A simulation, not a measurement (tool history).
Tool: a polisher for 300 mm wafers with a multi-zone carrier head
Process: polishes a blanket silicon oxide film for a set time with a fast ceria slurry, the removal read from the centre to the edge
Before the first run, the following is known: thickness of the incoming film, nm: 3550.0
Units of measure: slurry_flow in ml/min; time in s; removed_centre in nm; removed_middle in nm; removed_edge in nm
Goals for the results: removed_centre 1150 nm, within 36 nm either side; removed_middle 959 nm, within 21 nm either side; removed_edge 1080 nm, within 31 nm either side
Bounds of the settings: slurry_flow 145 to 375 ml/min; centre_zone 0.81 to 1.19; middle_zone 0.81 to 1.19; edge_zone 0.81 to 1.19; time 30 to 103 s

run,hour,slurry_flow,centre_zone,middle_zone,edge_zone,time,removed_centre,removed_middle,removed_edge
1,0,240,1,1,1,66,964.72,964.25,941.96
2,5.1,250,1.01,0.99,1.02,66,979.79,964.08,955.19
3,9.9,250,1.01,0.99,1.07,66,977.35,958.82,984.31
4,18.8,215,1.01,0.99,1.07,66,966.79,935.45,970.42
5,25.3,215,1.01,0.95,1.07,66,959.03,924.19,973.93
6,32.6,225,1.02,0.95,1.08,66,958.79,921.3,975.87
7,35.4,230,1.04,0.95,1.09,66,993.82,927.47,986.09
8,42.6,240,1.05,0.95,1.1,66,1018.6,926.1,999.55
9,47.7,250,1.06,0.95,1.11,66,1017.2,921.01,1003.9
10,50.3,255,1.07,0.95,1.12,66,1044.9,930.16,1011.2
11,52.1,325,1.11,0.93,1.19,66,1103.2,939.68,1053.5

Of the 5 settings listed for the next run, only one would bring every result within its allowed miss of target. Which one?
A,53.9,330,1.02,0.92,1.19,66,?,?,?
B,53.9,345,1.14,0.96,1.11,66,?,?,?
C,53.9,285,1.16,0.98,1.11,66,?,?,?
D,53.9,325,1.11,0.91,1.15,69,?,?,?
E,53.9,310,1.02,0.96,1.19,67,?,?,?

move,removed_centre,removed_middle,removed_edge
A,1025.3,929.78,1059.8
B,1151.7,964.83,1024.7
C,1151.2,964.86,1011.6
D,1165.5,962.04,1087.5
E,1035.1,971.28,1071
A: the biggest miss grows against the last run
B: meets the target for the result that was furthest off, but another lies outside its allowed miss
C: meets the target for the result that was furthest off, but another lies outside its allowed miss
D: all results land within tolerance of their targets
E: the biggest miss grows against the last run
So the answer is move D, the one that meets all the targets.

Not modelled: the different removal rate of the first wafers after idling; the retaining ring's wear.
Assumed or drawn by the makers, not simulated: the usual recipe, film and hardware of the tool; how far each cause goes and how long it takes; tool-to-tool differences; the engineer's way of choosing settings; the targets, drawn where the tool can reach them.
